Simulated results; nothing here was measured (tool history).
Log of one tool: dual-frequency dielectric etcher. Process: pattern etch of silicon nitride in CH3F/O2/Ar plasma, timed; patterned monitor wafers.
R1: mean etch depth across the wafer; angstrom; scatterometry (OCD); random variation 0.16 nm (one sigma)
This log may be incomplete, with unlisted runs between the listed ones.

Run 1, hour 0: source power (W) 450, bias power (W) 80, etch time (s) 68. Result: R1 497.26 angstrom.
Run 2, hour 5.4: source power (W) 470, bias power (W) 82, etch time (s) 68. Result: R1 507.84 angstrom.
Run 3, hour 10.2: source power (W) 470, bias power (W) 82, etch time (s) 68. Result: R1 507.62 angstrom.
Run 4, hour 17.2: source power (W) 490, bias power (W) 85, etch time (s) 68. Result: R1 520.92 angstrom.
Run 5, hour 21.6: source power (W) 500, bias power (W) 87, etch time (s) 68. Result: R1 526.86 angstrom.
At hour 23.8: wet clean of the chamber.
Run 6, hour 23.8: source power (W) 510, bias power (W) 89, etch time (s) 68. Result: R1 551.35 angstrom.
Run 7, hour 32.5: source power (W) 520, bias power (W) 89, etch time (s) 68. Result: R1 553.78 angstrom.
Run 8, hour 38.1: source power (W) 530, bias power (W) 89, etch time (s) 68. Result: R1 556.88 angstrom.
Run 9, hour 42.7: source power (W) 540, bias power (W) 89, etch time (s) 68. Result: R1 558.3 angstrom.
Run 10, hour 47.3: source power (W) 550, bias power (W) 90, etch time (s) 68. Result: R1 566.03 angstrom.
Run 11, hour 52.7: source power (W) 560, bias power (W) 91, etch time (s) 68. Result: R1 571.58 angstrom.
Run 12, hour 53.3: source power (W) 560, bias power (W) 91, etch time (s) 68. Result: R1 568.33 angstrom.
Run 13, hour 55.3: source power (W) 570, bias power (W) 92, etch time (s) 68. Result: R1 577.29 angstrom.

The next listed run, before its measurement:
Run 14, hour 61.8: source power (W) 570, bias power (W) 92, etch time (s) 68. Result: R1 ?.

R1: 575.31 angstrom

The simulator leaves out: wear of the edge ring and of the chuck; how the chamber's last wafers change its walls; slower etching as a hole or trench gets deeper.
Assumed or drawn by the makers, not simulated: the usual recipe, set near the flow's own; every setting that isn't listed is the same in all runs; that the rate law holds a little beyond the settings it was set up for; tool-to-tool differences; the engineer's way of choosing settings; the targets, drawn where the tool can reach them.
